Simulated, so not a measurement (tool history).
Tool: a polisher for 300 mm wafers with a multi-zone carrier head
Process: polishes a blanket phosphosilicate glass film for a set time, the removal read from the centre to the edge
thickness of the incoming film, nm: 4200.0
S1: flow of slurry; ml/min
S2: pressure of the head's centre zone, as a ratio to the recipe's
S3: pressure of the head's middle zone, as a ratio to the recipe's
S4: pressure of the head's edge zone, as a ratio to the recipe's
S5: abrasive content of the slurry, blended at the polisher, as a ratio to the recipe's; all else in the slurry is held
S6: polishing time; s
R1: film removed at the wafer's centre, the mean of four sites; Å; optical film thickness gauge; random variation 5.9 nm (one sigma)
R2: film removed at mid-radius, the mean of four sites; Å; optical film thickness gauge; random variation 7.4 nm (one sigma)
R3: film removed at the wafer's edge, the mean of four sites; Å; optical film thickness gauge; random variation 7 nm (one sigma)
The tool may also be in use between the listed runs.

| run | day | S1 | S2 | S3 | S4 | S5 | S6 | R1 | R2 | R3 |
|---|---|---|---|---|---|---|---|---|---|---|
| 1 | 0 | 200 | 1 | 1 | 1 | 1 | 34 | 3602 | 3604.8 | 3523.3 |
| 2 | 0.162 | 200 | 1 | 1 | 1 | 0.8 | 34 | 3351.7 | 3346 | 3285.8 |
| 3 | 0.358 | 200 | 1 | 1.02 | 1.03 | 1 | 35 | 3616.2 | 3758.7 | 3712 |
| 4 | 0.475 | 205 | 1.03 | 1.05 | 1.05 | 1.15 | 36 | 4030.2 | 4229.9 | 4036.9 |
| 5 | 0.779 | 210 | 1.04 | 1.05 | 1.07 | 1.25 | 37 | 4292 | 4515.2 | 4340 |
| 6 | 1.125 | 215 | 1.05 | 1.05 | 1.09 | 1.3 | 37 | 4402.1 | 4505.9 | 4376.6 |
| 7 | 1.496 | 215 | 1.04 | 1.06 | 1.1 | 1.35 | 38 | 4597.2 | 4649.6 | 4704.2 |
| 8 | 1.654 | 215 | 1.04 | 1.08 | 1.1 | 1.4 | 38 | 4685.1 | 4823.1 | 4686.1 |

Run 9 comes next. What will it give?
| 9 | 1.679 | 215 | 1.03 | 1.09 | 1.11 | 1.45 | 38 | ? | ? | ? |

R1: 4694.2 Å
R2: 5086.9 Å
R3: 4720.6 Å
